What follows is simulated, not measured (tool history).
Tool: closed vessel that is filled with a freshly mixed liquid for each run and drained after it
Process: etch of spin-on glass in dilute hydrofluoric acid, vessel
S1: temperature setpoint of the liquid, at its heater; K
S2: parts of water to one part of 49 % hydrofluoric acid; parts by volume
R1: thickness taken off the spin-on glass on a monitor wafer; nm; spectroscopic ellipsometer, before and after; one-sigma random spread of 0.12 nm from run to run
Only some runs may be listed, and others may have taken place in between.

run 1 hour=0.0 | S1=298.15 S2=245 time_in_the_liquid_(s)=275 | R1=35.961
run 2 hour=5.2 | S1=297.15 S2=245 time_in_the_liquid_(s)=275 | R1=34.465
run 3 hour=10.0 | S1=294.65 S2=245 time_in_the_liquid_(s)=275 | R1=31.466
run 4 hour=18.2 | S1=294.15 S2=245 time_in_the_liquid_(s)=275 | R1=30.868
run 5 hour=25.3 | S1=294.15 S2=245 time_in_the_liquid_(s)=275 | R1=30.984
run 6 hour=32.4 | S1=291.65 S2=245 time_in_the_liquid_(s)=275 | R1=28.147

For run 7, what comes out?
run 7 hour=41.1 | S1=292.15 S2=245 time_in_the_liquid_(s)=275 | R1=?

Run 7 produced R1 28.609 nm.
